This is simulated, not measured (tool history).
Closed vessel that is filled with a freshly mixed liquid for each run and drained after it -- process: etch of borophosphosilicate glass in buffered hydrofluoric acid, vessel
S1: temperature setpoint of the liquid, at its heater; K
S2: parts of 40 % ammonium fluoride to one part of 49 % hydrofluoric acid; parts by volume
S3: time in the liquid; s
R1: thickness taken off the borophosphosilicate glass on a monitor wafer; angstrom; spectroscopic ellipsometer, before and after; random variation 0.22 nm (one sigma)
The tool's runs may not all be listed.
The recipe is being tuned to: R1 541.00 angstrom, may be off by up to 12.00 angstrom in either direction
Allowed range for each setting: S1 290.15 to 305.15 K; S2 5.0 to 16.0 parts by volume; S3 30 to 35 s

{"run": 1, "hour": 0.0, "S1": 297.15, "S2": 9.5, "S3": 35, "R1": 1029.6}
{"run": 2, "hour": 6.5, "S1": 297.15, "S2": 8.0, "S3": 35, "R1": 1194.4}
{"run": 3, "hour": 11.6, "S1": 297.15, "S2": 10.5, "S3": 35, "R1": 942.07}
{"run": 4, "hour": 20.2, "S1": 297.15, "S2": 8.0, "S3": 35, "R1": 1209.4}
{"run": 5, "hour": 26.5, "S1": 295.65, "S2": 9.0, "S3": 35, "R1": 976.0}
{"run": 6, "hour": 32.2, "S1": 295.65, "S2": 7.5, "S3": 35, "R1": 1196.0}
{"run": 7, "hour": 38.5, "S1": 294.65, "S2": 8.5, "S3": 35, "R1": 994.38}
{"run": 8, "hour": 45.4, "S1": 293.65, "S2": 9.0, "S3": 35, "R1": 870.41}
{"run": 9, "hour": 47.2, "S1": 293.15, "S2": 9.5, "S3": 35, "R1": 827.33}
{"run": 10, "hour": 53.6, "S1": 292.65, "S2": 10.0, "S3": 35, "R1": 770.34}
{"run": 11, "hour": 55.8, "S1": 290.15, "S2": 13.0, "S3": 35, "R1": 521.3}

Of the 4 settings listed for the next run, only one would bring every result within its allowed miss of target. Which one?
{"run": "A", "hour": 58.0, "S1": 290.65, "S2": 13.5, "S3": 35, "R1": "?"}
{"run": "B", "hour": 58.0, "S1": 290.15, "S2": 12.5, "S3": 35, "R1": "?"}
{"run": "C", "hour": 58.0, "S1": 290.65, "S2": 14.5, "S3": 35, "R1": "?"}
{"run": "D", "hour": 58.0, "S1": 290.15, "S2": 13.5, "S3": 35, "R1": "?"}

move=A R1=514.82
move=B R1=540.04
move=C R1=479.71
move=D R1=500.52
A: the biggest miss grows against the last run
B: every result within its allowed miss
C: the biggest miss grows against the last run
D: the biggest miss grows against the last run
Answer: B
